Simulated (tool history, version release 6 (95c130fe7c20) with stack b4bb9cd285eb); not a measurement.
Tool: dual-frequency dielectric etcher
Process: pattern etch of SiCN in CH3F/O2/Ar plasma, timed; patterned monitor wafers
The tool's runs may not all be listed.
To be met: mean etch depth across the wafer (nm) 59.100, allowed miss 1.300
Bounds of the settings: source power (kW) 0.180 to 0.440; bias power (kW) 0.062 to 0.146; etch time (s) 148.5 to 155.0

run,hour,source power (kW),bias power (kW),etch time (s),mean etch depth across the wafer (nm)
1,0.0,0.310,0.104,148.5,64.999
2,6.6,0.310,0.104,148.5,65.016
3,12.3,0.310,0.091,148.5,63.097
4,15.3,0.310,0.107,148.5,65.140
5,16.9,0.310,0.125,148.5,67.933
6,21.7,0.290,0.122,148.5,65.259
7,24.8,0.280,0.121,148.5,64.114
8,30.0,0.270,0.120,148.5,63.488
9,37.2,0.260,0.119,148.5,62.165
10,39.2,0.220,0.116,148.5,57.784

Which of these 5 next moves meets every target?
A,41.2,0.200,0.099,155.0,?
B,41.2,0.190,0.120,150.0,?
C,41.2,0.220,0.108,154.5,?
D,41.2,0.210,0.110,149.0,?
E,41.2,0.200,0.117,150.0,?

move,mean etch depth across the wafer (nm)
A,55.100
B,54.732
C,58.530
D,55.565
E,55.625
A: further off than the last run
B: further off than the last run
C: meets every target
D: further off than the last run
E: further off than the last run
Answer: C
